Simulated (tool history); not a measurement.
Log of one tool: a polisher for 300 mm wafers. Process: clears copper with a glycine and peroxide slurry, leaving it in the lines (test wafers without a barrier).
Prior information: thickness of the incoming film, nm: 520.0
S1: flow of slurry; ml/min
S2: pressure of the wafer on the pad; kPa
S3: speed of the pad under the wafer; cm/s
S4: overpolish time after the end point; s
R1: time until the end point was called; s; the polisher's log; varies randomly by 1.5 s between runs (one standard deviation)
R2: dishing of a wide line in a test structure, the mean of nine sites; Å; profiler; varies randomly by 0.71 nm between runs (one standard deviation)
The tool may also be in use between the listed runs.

run,hour,S1,S2,S3,S4,R1,R2
1,0.0,260,13.1,78,15,173.07,322.52
2,1.6,260,13.1,78,12,170.04,268.05
3,4.5,260,13.1,78,9,170.94,205.18
4,13.1,260,15.2,80,10,153.74,245.85
5,20.5,260,16.5,82,11,141.34,306.06
6,22.1,260,16.5,72,11,149.36,282.39

Expected results for the next run?
7,27.0,260,17.9,74,11,?,?

{"run 7": {"R1": 142.09, "R2": 297.58}}
